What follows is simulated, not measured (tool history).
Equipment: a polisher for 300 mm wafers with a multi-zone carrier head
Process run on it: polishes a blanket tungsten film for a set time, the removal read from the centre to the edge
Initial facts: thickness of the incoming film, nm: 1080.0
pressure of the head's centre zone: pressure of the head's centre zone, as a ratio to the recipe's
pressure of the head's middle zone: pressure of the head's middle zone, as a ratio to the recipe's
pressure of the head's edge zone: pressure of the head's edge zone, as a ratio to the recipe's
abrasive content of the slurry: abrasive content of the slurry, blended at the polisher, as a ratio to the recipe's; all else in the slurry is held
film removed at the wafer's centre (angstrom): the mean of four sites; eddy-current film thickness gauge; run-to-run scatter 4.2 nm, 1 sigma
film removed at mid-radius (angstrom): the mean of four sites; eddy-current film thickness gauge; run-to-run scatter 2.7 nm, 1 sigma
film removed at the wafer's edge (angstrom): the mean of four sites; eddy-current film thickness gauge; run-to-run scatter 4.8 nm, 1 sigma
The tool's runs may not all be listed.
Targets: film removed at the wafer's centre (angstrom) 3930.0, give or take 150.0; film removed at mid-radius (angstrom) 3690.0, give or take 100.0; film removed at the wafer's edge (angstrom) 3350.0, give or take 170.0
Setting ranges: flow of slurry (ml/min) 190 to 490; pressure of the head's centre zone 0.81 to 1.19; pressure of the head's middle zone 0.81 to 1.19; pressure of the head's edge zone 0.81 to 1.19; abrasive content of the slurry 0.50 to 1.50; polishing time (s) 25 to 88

run	hour	flow of slurry (ml/min)	pressure of the head's centre zone	pressure of the head's middle zone	pressure of the head's edge zone	abrasive content of the slurry	polishing time (s)	film removed at the wafer's centre (angstrom)	film removed at mid-radius (angstrom)	film removed at the wafer's edge (angstrom)
1	0.0	315	1.00	1.00	1.00	1.00	56	4238.2	4278.1	4317.9
2	8.6	320	1.01	1.00	0.97	0.90	56	4322.5	4301.6	4249.3
3	12.2	320	1.01	0.92	0.97	0.90	56	4282.1	3959.4	4309.9
4	18.5	320	0.96	0.92	0.97	0.90	56	4103.7	3943.1	4269.2
5	20.9	320	0.96	0.92	1.03	0.90	56	4096.4	3989.0	4280.1
6	25.7	365	0.96	0.92	1.03	0.90	56	4102.8	3938.0	4394.0
7	28.4	340	0.98	0.93	1.01	0.85	55	4139.2	3894.8	4221.7
8	33.9	320	0.99	0.95	1.00	0.80	54	3925.1	3818.3	4081.3
9	37.6	320	0.99	0.95	1.00	0.80	54	3968.3	3844.9	3953.0
10	40.1	305	1.00	0.95	0.99	0.75	54	3897.0	3788.9	3979.5
11	46.1	305	1.03	0.97	0.97	0.70	53	3959.4	3779.0	3898.6
12	49.3	300	1.05	0.99	0.95	0.65	52	3926.0	3652.0	3661.3
13	57.2	300	1.05	0.99	0.95	0.65	52	3952.7	3675.6	3613.4

Consider the 5 candidate settings below. Which is the only one whose results all fall within their allowed miss of target?
A	65.1	270	1.01	0.95	0.96	0.70	54	?	?	?
B	65.1	290	1.04	1.00	1.02	0.60	52	?	?	?
C	65.1	335	1.10	1.05	0.85	0.65	49	?	?	?
D	65.1	305	1.06	0.96	0.97	0.70	52	?	?	?
E	65.1	315	1.04	0.94	0.89	0.65	53	?	?	?

move	film removed at the wafer's centre (angstrom)	film removed at mid-radius (angstrom)	film removed at the wafer's edge (angstrom)
A	3914.2	3705.5	3978.3
B	3802.8	3652.3	3860.9
C	3864.9	3663.5	3403.6
D	3979.3	3626.4	3871.9
E	3944.8	3596.9	3753.6
A: further off than the last run
B: further off than the last run
C: all results land within tolerance of their targets
D: further off than the last run
E: further off than the last run
C is the move that brings every result within its allowed miss.
